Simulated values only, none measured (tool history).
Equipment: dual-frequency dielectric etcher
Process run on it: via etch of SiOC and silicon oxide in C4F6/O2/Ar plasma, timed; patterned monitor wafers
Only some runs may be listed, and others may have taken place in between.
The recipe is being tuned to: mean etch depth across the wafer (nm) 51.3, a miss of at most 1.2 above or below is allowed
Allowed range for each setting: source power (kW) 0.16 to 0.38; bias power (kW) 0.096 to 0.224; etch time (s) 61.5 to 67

run  hour  source power (kW)  bias power (kW)  etch time (s)  mean etch depth across the wafer (nm)
  1     0               0.27             0.16             67                                 63.863
  2   3.7               0.31             0.16             67                                 65.908
  3  10.4               0.29            0.146             66                                 61.981
  4  16.5               0.29            0.146             67                                  63.16
  5  19.3               0.29             0.16             67                                 65.457
     23.1  -- source power generator calibrated
  6  23.1               0.29            0.178             67                                  65.74
  7  27.3               0.26            0.166             66                                 62.078
  8  29.3               0.24            0.157             65                                 58.521

5 candidate next runs follow, results not yet known. Just one meets every target within its allowed miss. Identify it.
  A  31.3               0.21            0.151           65.5                                      ?
  B  31.3               0.23            0.152           61.5                                      ?
  C  31.3               0.27            0.172           63.5                                      ?
  D  31.3               0.21            0.141           61.5                                      ?
  E  31.3                0.2            0.151             67                                      ?

move  mean etch depth across the wafer (nm)
   A                                 55.141
   B                                 53.455
   C                                 60.372
   D                                 50.775
   E                                 55.512
A: moves toward the targets from the last run without getting all of them in spec
B: moves toward the targets from the last run without getting all of them in spec
C: misses by more than the last run did
D: all results in spec
E: moves toward the targets from the last run without getting all of them in spec
So the answer is move D, the one that meets all the targets.

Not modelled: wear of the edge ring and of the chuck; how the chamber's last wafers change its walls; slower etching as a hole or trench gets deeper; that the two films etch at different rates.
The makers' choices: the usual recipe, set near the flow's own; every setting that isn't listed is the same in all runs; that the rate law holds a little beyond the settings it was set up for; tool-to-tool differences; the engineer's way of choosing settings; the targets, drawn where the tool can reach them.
